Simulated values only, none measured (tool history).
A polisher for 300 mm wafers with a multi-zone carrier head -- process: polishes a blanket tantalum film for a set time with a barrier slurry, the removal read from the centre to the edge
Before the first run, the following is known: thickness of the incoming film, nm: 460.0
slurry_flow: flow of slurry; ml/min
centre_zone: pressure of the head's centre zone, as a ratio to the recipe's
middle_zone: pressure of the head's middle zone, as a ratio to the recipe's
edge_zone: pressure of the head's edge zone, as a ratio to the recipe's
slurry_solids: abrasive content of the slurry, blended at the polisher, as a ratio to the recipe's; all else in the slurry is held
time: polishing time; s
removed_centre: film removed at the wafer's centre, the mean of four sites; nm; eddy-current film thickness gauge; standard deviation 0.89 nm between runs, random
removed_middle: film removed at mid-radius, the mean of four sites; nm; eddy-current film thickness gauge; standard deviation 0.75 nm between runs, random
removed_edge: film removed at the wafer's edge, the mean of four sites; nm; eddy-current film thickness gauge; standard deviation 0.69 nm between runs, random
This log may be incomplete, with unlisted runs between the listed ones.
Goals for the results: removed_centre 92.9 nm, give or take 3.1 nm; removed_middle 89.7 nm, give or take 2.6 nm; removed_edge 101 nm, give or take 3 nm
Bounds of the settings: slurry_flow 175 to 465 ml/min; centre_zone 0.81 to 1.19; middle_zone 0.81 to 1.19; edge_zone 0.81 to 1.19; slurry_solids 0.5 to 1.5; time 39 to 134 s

run	hour	slurry_flow	centre_zone	middle_zone	edge_zone	slurry_solids	time	removed_centre	removed_middle	removed_edge
1	0	295	1	1	1	1	86	100.39	100.44	103.1
2	8.6	290	0.99	0.99	1	1	86	100.64	100.28	103.42
3	15	290	0.98	0.98	1	1	86	97.923	98.972	102.57
4	19.7	285	0.98	0.97	1	1	86	99.033	99.14	102.78
5	21.2	285	0.98	0.96	1	1	86	99.285	98.025	102.39
6	26.7	315	0.98	0.96	1	1	86	99.709	99.51	105.86
7	28.8	310	0.98	0.95	1	1	86	99.983	98.934	105.74
8	35.1	305	0.98	0.94	1	1	86	100.65	97.834	104.14
# hour 38.5: slurry nozzle cleaned
9	38.5	300	0.97	0.93	1.01	1	86	104.82	103.47	109.4
10	41.7	305	0.89	0.83	0.95	0.75	84	86.546	85.832	95.794

Exactly one of the 5 candidate moves below puts every result within its allowed miss. Which one?
A	44.9	305	0.87	0.96	0.89	0.75	82	?	?	?
B	44.9	285	0.87	0.82	0.97	0.85	79	?	?	?
C	44.9	310	0.89	0.81	1.08	0.75	90	?	?	?
D	44.9	270	0.81	0.85	0.99	0.55	105	?	?	?
E	44.9	280	0.94	0.87	1.02	0.8	85	?	?	?

move	removed_centre	removed_middle	removed_edge
A	82.691	93.436	90.385
B	82.28	84.269	94.062
C	92.959	92.239	109.13
D	86.291	97.201	107.25
E	93.68	92.02	101.47
A: further off than the last run
B: further off than the last run
C: brings the result that was furthest off to its target, and leaves another outside
D: further off than the last run
E: each result inside its tolerance
E is the move that brings every result within its allowed miss.
